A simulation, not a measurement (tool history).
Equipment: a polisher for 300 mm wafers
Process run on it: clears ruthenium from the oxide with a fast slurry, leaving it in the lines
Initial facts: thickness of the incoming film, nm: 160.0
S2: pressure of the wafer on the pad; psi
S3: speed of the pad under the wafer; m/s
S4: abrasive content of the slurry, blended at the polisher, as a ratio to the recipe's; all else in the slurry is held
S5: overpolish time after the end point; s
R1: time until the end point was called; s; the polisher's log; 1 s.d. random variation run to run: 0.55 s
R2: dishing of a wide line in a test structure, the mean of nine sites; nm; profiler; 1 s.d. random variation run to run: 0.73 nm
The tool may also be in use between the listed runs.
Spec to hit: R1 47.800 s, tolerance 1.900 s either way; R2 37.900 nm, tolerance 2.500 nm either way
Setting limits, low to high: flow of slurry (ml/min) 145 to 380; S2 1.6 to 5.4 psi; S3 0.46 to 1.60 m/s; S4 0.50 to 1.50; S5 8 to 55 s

run 1 day=0.000 | flow_of_slurry_(ml/min)=245 S2=3.5 S3=1.02 S4=1.00 S5=28 | R1=23.733 R2=118.440
run 2 day=0.133 | flow_of_slurry_(ml/min)=270 S2=3.5 S3=1.02 S4=1.00 S5=28 | R1=23.934 R2=118.650
run 3 day=0.246 | flow_of_slurry_(ml/min)=270 S2=3.0 S3=1.02 S4=1.00 S5=28 | R1=27.991 R2=108.160
run 4 day=0.492 | flow_of_slurry_(ml/min)=240 S2=2.9 S3=0.92 S4=1.00 S5=23 | R1=32.211 R2=80.980
run 5 day=0.733 | flow_of_slurry_(ml/min)=240 S2=3.6 S3=0.92 S4=1.00 S5=23 | R1=26.434 R2=98.474
run 6 day=0.933 | flow_of_slurry_(ml/min)=205 S2=3.6 S3=0.92 S4=1.00 S5=23 | R1=26.702 R2=92.435
run 7 day=1.054 | flow_of_slurry_(ml/min)=145 S2=2.6 S3=0.80 S4=1.00 S5=9 | R1=44.642 R2=27.100
run 8 day=1.092 | flow_of_slurry_(ml/min)=160 S2=2.5 S3=0.80 S4=1.00 S5=11 | R1=44.974 R2=31.096
run 9 day=1.350 | flow_of_slurry_(ml/min)=165 S2=2.4 S3=0.80 S4=1.00 S5=12 | R1=47.262 R2=34.557
run 10 day=1.679 | flow_of_slurry_(ml/min)=170 S2=2.4 S3=0.80 S4=1.00 S5=12 | R1=46.327 R2=35.110
run 11 day=1.850 | flow_of_slurry_(ml/min)=175 S2=2.4 S3=0.80 S4=1.00 S5=12 | R1=46.107 R2=34.043

Exactly one of the 4 candidate moves below puts every result within its allowed miss. Which one?
run A day=2.021 | flow_of_slurry_(ml/min)=145 S2=2.6 S3=0.88 S4=0.75 S5=16 | R1=? R2=?
run B day=2.021 | flow_of_slurry_(ml/min)=175 S2=2.4 S3=0.76 S4=1.05 S5=14 | R1=? R2=?
run C day=2.021 | flow_of_slurry_(ml/min)=200 S2=2.4 S3=0.88 S4=0.85 S5=13 | R1=? R2=?
run D day=2.021 | flow_of_slurry_(ml/min)=145 S2=2.4 S3=0.88 S4=1.00 S5=11 | R1=? R2=?

move=A R1=46.475 R2=43.753
move=B R1=47.021 R2=38.354
move=C R1=44.228 R2=37.906
move=D R1=43.370 R2=33.096
A: takes the result that was furthest off past its target
B: every result lands within tolerance
C: gets the furthest-off result to its target, but another result is out of tolerance
D: lands further from the targets than the last run did
B meets every target.
